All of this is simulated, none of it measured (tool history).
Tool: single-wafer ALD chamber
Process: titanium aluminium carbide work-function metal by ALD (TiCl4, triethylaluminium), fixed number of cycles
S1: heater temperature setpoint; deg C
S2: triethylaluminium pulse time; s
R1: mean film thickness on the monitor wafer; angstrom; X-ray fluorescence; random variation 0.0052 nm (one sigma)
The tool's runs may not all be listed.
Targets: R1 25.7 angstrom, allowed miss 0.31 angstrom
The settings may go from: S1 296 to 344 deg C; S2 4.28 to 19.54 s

run 1 day=0 | S1=320 S2=11.91 | R1=24.105
run 2 day=0.071 | S1=322 S2=12.08 | R1=24.326
run 3 day=0.438 | S1=318 S2=12.08 | R1=23.799
run 4 day=0.571 | S1=318 S2=10.72 | R1=23.668
run 5 day=0.833 | S1=320 S2=10.9 | R1=23.87
run 6 day=0.938 | S1=314 S2=10.9 | R1=23.42
run 7 day=1.017 | S1=317 S2=11.24 | R1=23.757
run 8 day=1.183 | S1=329 S2=13.02 | R1=25.024
run 9 day=1.221 | S1=330 S2=13.11 | R1=24.988

Which of these 4 next moves meets every target?
run A day=1.258 | S1=344 S2=16.9 | R1=?
run B day=1.258 | S1=330 S2=11.05 | R1=?
run C day=1.258 | S1=335 S2=17.27 | R1=?
run D day=1.258 | S1=318 S2=12.1 | R1=?

move=A R1=26.471
move=B R1=24.794
move=C R1=25.69
move=D R1=23.907
A: takes the result that was furthest off past its target
B: further off than the last run
C: meets every target
D: further off than the last run
Move C is the one to make.

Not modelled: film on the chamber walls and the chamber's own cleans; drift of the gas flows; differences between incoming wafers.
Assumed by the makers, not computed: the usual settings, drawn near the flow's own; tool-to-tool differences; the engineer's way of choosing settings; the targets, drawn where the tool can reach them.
